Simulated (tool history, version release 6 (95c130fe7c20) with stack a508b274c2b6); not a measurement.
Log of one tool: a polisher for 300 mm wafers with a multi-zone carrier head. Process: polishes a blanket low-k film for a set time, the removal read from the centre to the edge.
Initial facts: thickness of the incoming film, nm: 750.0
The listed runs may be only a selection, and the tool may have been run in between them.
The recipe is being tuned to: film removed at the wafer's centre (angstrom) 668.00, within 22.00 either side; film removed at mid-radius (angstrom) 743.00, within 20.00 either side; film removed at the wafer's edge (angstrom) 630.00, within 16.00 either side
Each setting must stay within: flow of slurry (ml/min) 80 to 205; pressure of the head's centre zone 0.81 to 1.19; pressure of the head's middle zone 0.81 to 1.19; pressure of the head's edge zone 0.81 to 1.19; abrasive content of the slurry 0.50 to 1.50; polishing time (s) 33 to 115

run   hour  flow of slurry (ml/min)  pressure of the head's centre zone  pressure of the head's middle zone  pressure of the head's edge zone  abrasive content of the slurry  polishing time (s)  film removed at the wafer's centre (angstrom)  film removed at mid-radius (angstrom)  film removed at the wafer's edge (angstrom)
  1    0.0                      135                                1.00                                1.00                              1.00                            1.00                  73                                         565.31                                 546.01                                       545.14
  2    4.1                      135                                1.00                                1.00                              1.00                            0.85                  73                                         508.61                                 493.79                                       508.67
  3    9.4                      135                                1.00                                1.00                              0.92                            0.85                  73                                         512.99                                 499.24                                       487.12
  4   13.1                      110                                1.00                                1.00                              0.92                            0.85                  73                                         480.64                                 466.03                                       463.75
  5   17.4                      110                                1.08                                1.00                              0.92                            0.85                  73                                         516.78                                 470.61                                       466.33
  6   25.4                      110                                1.08                                1.00                              0.97                            0.85                  73                                         517.14                                 470.04                                       473.92
  7   29.2                      130                                1.07                                1.04                              0.99                            0.90                  73                                         566.29                                 523.28                                       513.19
  8   35.0                      145                                1.04                                1.07                              0.99                            0.95                  73                                         587.00                                 561.13                                       535.75
  9   37.8                      155                                1.01                                1.10                              0.99                            1.00                  73                                         576.80                                 600.84                                       545.11
 10   42.9                      165                                1.01                                1.12                              1.01                            1.05                  73                                         610.24                                 625.88                                       569.64
 11   46.9                      170                                1.00                                1.14                              1.01                            1.10                  73                                         609.99                                 657.55                                       587.53
 12   52.5                      175                                1.00                                1.15                              1.01                            1.10                  73                                         620.16                                 672.63                                       593.35
 13   59.1                      180                                1.00                                1.16                              1.01                            1.10                  73                                         617.83                                 675.10                                       592.49
 14   63.3                      185                                1.00                                1.17                              1.01                            1.10                  73                                         624.34                                 680.03                                       593.45
 15   68.6                      185                                1.00                                1.17                              1.01                            1.15                  73                                         639.95                                 694.38                                       609.61
 16   76.4                      185                                1.00                                1.17                              1.00                            1.15                  73                                         630.95                                 695.11                                       608.04
 17   83.2                      185                                1.01                                1.17                              0.98                            1.15                  73                                         632.46                                 694.04                                       595.70
 18   88.7                      190                                1.01                                1.17                              0.98                            1.15                  73                                         647.17                                 690.89                                       597.78
 19   97.5                      190                                1.00                                1.18                              0.98                            1.20                  73                                         648.96                                 715.01                                       620.01
 20  102.3                      195                                1.00                                1.18                              0.97                            1.20                  73                                         658.14                                 711.50                                       605.83

Of the 5 settings listed for the next run, only one would bring every result within its allowed miss of target. Which one?
  A  107.1                      175                                1.02                                1.19                              0.83                            1.25                  74                                              ?                                      ?                                            ?
  B  107.1                      205                                1.06                                1.17                              0.96                            1.20                  70                                              ?                                      ?                                            ?
  C  107.1                      205                                1.00                                1.19                              0.87                            1.15                  75                                              ?                                      ?                                            ?
  D  107.1                      195                                1.03                                1.14                              1.00                            1.30                  72                                              ?                                      ?                                            ?
  E  107.1                      185                                0.95                                1.13                              0.89                            1.20                  79                                              ?                                      ?                                            ?

move  film removed at the wafer's centre (angstrom)  film removed at mid-radius (angstrom)  film removed at the wafer's edge (angstrom)
   A                                         670.35                                 737.00                                       577.99
   B                                         666.55                                 692.54                                       585.57
   C                                         661.67                                 740.02                                       588.76
   D                                         682.06                                 714.10                                       631.07
   E                                         661.73                                 747.16                                       630.99
A: the furthest-off result lands on target, but another misses its tolerance
B: moves away from the targets compared with the last run
C: the furthest-off result lands on target, but another misses its tolerance
D: gains on the last run, yet a result remains outside its allowed miss
E: meets every target
Correct choice: E, which meets every target
